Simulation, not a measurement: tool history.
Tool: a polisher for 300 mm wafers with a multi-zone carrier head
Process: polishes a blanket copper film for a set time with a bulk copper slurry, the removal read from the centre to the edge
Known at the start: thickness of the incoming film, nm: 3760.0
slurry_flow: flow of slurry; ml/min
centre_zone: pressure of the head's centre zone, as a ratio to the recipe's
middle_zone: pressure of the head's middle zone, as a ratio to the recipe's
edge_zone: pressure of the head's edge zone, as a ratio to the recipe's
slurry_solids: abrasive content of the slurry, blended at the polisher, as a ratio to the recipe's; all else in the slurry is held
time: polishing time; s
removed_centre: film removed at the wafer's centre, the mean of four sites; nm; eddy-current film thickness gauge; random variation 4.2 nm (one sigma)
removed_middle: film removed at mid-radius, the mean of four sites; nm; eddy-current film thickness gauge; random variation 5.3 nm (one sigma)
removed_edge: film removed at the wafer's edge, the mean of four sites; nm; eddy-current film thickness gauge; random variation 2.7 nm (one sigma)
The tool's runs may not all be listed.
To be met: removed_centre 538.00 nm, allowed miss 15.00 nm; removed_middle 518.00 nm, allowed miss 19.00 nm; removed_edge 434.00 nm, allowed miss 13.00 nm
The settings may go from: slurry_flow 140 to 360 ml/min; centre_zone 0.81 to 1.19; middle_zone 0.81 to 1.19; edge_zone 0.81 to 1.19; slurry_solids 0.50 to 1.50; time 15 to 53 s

{"run": 1, "day": 0.0, "slurry_flow": 230, "centre_zone": 1.0, "middle_zone": 1.0, "edge_zone": 1.0, "slurry_solids": 1.0, "time": 34, "removed_centre": 417.2, "removed_middle": 413.43, "removed_edge": 413.56}
{"run": 2, "day": 0.162, "slurry_flow": 230, "centre_zone": 1.0, "middle_zone": 1.04, "edge_zone": 1.0, "slurry_solids": 1.0, "time": 34, "removed_centre": 412.6, "removed_middle": 426.68, "removed_edge": 409.87}
{"run": 3, "day": 0.325, "slurry_flow": 235, "centre_zone": 1.02, "middle_zone": 1.05, "edge_zone": 1.0, "slurry_solids": 1.0, "time": 34, "removed_centre": 420.84, "removed_middle": 426.64, "removed_edge": 414.58}
{"run": 4, "day": 0.575, "slurry_flow": 235, "centre_zone": 0.99, "middle_zone": 1.05, "edge_zone": 1.0, "slurry_solids": 1.0, "time": 34, "removed_centre": 412.19, "removed_middle": 433.09, "removed_edge": 412.26}
{"run": 5, "day": 0.858, "slurry_flow": 235, "centre_zone": 0.99, "middle_zone": 1.11, "edge_zone": 1.0, "slurry_solids": 1.0, "time": 34, "removed_centre": 414.21, "removed_middle": 450.64, "removed_edge": 412.57}
{"run": 6, "day": 1.146, "slurry_flow": 235, "centre_zone": 0.99, "middle_zone": 1.11, "edge_zone": 1.0, "slurry_solids": 1.0, "time": 30, "removed_centre": 360.14, "removed_middle": 397.34, "removed_edge": 364.34}
{"run": 7, "day": 1.442, "slurry_flow": 240, "centre_zone": 1.01, "middle_zone": 1.12, "edge_zone": 0.99, "slurry_solids": 1.05, "time": 30, "removed_centre": 377.86, "removed_middle": 412.84, "removed_edge": 366.92}
{"run": 8, "day": 1.521, "slurry_flow": 245, "centre_zone": 1.03, "middle_zone": 1.13, "edge_zone": 1.0, "slurry_solids": 1.1, "time": 30, "removed_centre": 386.82, "removed_middle": 409.33, "removed_edge": 371.4}
{"run": 9, "day": 1.621, "slurry_flow": 250, "centre_zone": 1.04, "middle_zone": 1.14, "edge_zone": 0.99, "slurry_solids": 1.15, "time": 30, "removed_centre": 399.72, "removed_middle": 421.74, "removed_edge": 378.34}
{"run": 10, "day": 1.992, "slurry_flow": 255, "centre_zone": 1.05, "middle_zone": 1.15, "edge_zone": 0.98, "slurry_solids": 1.2, "time": 30, "removed_centre": 409.67, "removed_middle": 436.4, "removed_edge": 383.62}
{"run": 11, "day": 2.129, "slurry_flow": 320, "centre_zone": 1.15, "middle_zone": 1.18, "edge_zone": 0.98, "slurry_solids": 1.45, "time": 31, "removed_centre": 505.06, "removed_middle": 491.96, "removed_edge": 423.29}

Which of these 4 next moves meets every target?
{"run": "A", "day": 2.267, "slurry_flow": 345, "centre_zone": 1.13, "middle_zone": 1.19, "edge_zone": 0.88, "slurry_solids": 1.4, "time": 34, "removed_centre": "?", "removed_middle": "?", "removed_edge": "?"}
{"run": "B", "day": 2.267, "slurry_flow": 305, "centre_zone": 1.19, "middle_zone": 1.19, "edge_zone": 0.85, "slurry_solids": 1.45, "time": 32, "removed_centre": "?", "removed_middle": "?", "removed_edge": "?"}
{"run": "C", "day": 2.267, "slurry_flow": 360, "centre_zone": 1.14, "middle_zone": 1.14, "edge_zone": 0.91, "slurry_solids": 1.45, "time": 33, "removed_centre": "?", "removed_middle": "?", "removed_edge": "?"}
{"run": "D", "day": 2.267, "slurry_flow": 315, "centre_zone": 1.02, "middle_zone": 1.07, "edge_zone": 0.95, "slurry_solids": 1.3, "time": 33, "removed_centre": "?", "removed_middle": "?", "removed_edge": "?"}

move=A removed_centre=535.80 removed_middle=547.27 removed_edge=440.10
move=B removed_centre=529.71 removed_middle=514.05 removed_edge=408.18
move=C removed_centre=531.80 removed_middle=518.75 removed_edge=439.57
move=D removed_centre=454.78 removed_middle=471.04 removed_edge=431.29
A: brings the result that was furthest off to its target, and leaves another outside
B: brings the result that was furthest off to its target, and leaves another outside
C: meets every target
D: further off than the last run
Move C is the one to make.

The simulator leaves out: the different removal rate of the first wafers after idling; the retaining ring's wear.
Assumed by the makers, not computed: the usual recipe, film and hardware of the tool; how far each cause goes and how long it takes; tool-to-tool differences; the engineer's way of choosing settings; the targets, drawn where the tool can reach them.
